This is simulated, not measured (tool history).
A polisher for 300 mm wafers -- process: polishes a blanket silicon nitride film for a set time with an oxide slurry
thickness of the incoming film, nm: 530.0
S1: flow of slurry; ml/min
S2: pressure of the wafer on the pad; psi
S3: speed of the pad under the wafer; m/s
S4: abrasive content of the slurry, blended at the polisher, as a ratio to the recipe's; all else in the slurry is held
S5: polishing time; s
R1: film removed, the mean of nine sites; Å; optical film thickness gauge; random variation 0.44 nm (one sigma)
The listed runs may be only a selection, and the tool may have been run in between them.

| run | hour | S1 | S2 | S3 | S4 | S5 | R1 |
|---|---|---|---|---|---|---|---|
| 1 | 0 | 310 | 3.7 | 1.04 | 1 | 63 | 370.74 |
| 2 | 5.3 | 315 | 4.1 | 1.04 | 1 | 63 | 407.42 |
| 3 | 9.1 | 315 | 4.1 | 1.04 | 1 | 66 | 426.1 |
| 4 | 16.9 | 315 | 4.1 | 1.22 | 1 | 66 | 490.61 |
| 5 | 18.1 | 315 | 4.3 | 1.22 | 1 | 66 | 511.24 |
| 6 | 22.6 | 315 | 4.3 | 1.12 | 1 | 66 | 471.39 |
| 7 | 24.3 | 315 | 4.6 | 1.12 | 1 | 66 | 510.71 |

Predict the results of run 8:
| 8 | 27.1 | 315 | 4.8 | 1.12 | 1 | 66 | ? |

{"run 8": {"R1": 520.85}}
